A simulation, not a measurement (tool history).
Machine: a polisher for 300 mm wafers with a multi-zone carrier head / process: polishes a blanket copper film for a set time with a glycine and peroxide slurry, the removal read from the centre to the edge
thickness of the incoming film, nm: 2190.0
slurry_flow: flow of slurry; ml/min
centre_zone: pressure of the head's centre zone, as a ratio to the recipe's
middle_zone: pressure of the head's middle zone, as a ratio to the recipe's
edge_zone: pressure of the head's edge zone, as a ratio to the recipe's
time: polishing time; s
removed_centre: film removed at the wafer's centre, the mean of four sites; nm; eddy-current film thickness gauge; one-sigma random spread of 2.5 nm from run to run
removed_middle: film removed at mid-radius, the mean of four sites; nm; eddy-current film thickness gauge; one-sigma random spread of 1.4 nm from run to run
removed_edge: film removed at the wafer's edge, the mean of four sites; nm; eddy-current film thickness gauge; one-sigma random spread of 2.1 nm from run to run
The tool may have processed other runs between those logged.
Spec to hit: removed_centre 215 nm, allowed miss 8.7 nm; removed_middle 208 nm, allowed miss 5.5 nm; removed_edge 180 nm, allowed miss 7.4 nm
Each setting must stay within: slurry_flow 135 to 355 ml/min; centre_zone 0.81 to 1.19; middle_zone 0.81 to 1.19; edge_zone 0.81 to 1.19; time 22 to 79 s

run	hour	slurry_flow	centre_zone	middle_zone	edge_zone	time	removed_centre	removed_middle	removed_edge
1	0	225	1	1	1	50	279.23	285.52	281.39
2	8	225	1.01	1	0.98	48	272.73	277.2	265.44
3	12.9	225	1.09	1	0.98	48	300.04	268.82	265.27
4	15.5	225	1.09	0.95	0.98	48	295.76	261.45	271.07
5	16.5	225	1.09	0.96	0.96	46	283.68	252.39	259.24
6	23.9	225	1.09	0.98	0.95	44	276.24	247.17	243.8
7	30.1	225	1.09	0.99	0.94	43	266.42	241.92	238.84
8	35.6	225	1.09	1	0.93	42	261.92	238.25	226.79
9	37.1	220	1.09	1	0.92	41	253.01	232.19	223.8

Consider the 5 candidate settings below. Which is the only one whose results all fall within their allowed miss of target?
A	38.6	160	0.97	0.91	0.99	57	?	?	?
B	38.6	215	1.01	0.87	0.9	51	?	?	?
C	38.6	140	1.13	1.11	0.86	36	?	?	?
D	38.6	225	1.09	0.98	0.9	38	?	?	?
E	38.6	180	0.97	1.03	0.91	36	?	?	?

move	removed_centre	removed_middle	removed_edge
A	299.95	288.57	314.56
B	291.25	258.07	276.69
C	216.56	211.38	183.07
D	235.84	213.33	206.63
E	192.94	205.42	192.81
A: moves away from the targets compared with the last run
B: moves away from the targets compared with the last run
C: each result inside its tolerance
D: moves toward the targets from the last run without getting all of them in spec
E: moves toward the targets from the last run without getting all of them in spec
The right move is C.

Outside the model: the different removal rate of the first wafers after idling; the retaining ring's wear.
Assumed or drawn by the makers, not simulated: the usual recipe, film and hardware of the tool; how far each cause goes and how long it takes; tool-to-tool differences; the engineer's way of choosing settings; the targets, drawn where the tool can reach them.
